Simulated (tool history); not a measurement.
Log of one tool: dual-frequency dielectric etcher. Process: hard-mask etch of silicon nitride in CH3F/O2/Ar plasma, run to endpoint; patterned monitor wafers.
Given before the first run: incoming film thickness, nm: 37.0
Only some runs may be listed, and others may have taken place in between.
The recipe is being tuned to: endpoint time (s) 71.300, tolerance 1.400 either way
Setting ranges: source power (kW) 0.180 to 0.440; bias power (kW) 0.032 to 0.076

Run 1, hour 0.0: source power (kW) 0.310, bias power (kW) 0.054. Result: endpoint time (s) 65.896.
Run 2, hour 4.4: source power (kW) 0.310, bias power (kW) 0.062. Result: endpoint time (s) 63.174.
Run 3, hour 7.6: source power (kW) 0.340, bias power (kW) 0.062. Result: endpoint time (s) 60.898.
Run 4, hour 10.0: source power (kW) 0.340, bias power (kW) 0.054. Result: endpoint time (s) 64.452.
Run 5, hour 10.6: source power (kW) 0.290, bias power (kW) 0.054. Result: endpoint time (s) 66.990.
Run 6, hour 15.6: source power (kW) 0.330, bias power (kW) 0.054. Result: endpoint time (s) 65.020.
Run 7, hour 17.2: source power (kW) 0.300, bias power (kW) 0.053. Result: endpoint time (s) 67.154.
Run 8, hour 25.3: source power (kW) 0.280, bias power (kW) 0.052. Result: endpoint time (s) 68.021.
Run 9, hour 26.1: source power (kW) 0.270, bias power (kW) 0.051. Result: endpoint time (s) 68.867.

4 next moves are on the table. One of them brings every result within its allowed miss. Which?
Run A, hour 26.9: source power (kW) 0.320, bias power (kW) 0.056. Result: endpoint time (s) ?.
Run B, hour 26.9: source power (kW) 0.270, bias power (kW) 0.058. Result: endpoint time (s) ?.
Run C, hour 26.9: source power (kW) 0.280, bias power (kW) 0.046. Result: endpoint time (s) ?.
Run D, hour 26.9: source power (kW) 0.290, bias power (kW) 0.059. Result: endpoint time (s) ?.

move  endpoint time (s)
   A             64.193
   B             65.904
   C             70.718
   D             64.487
A: moves away from the targets compared with the last run
B: moves away from the targets compared with the last run
C: all results in spec
D: moves away from the targets compared with the last run
Move C is the one to make.
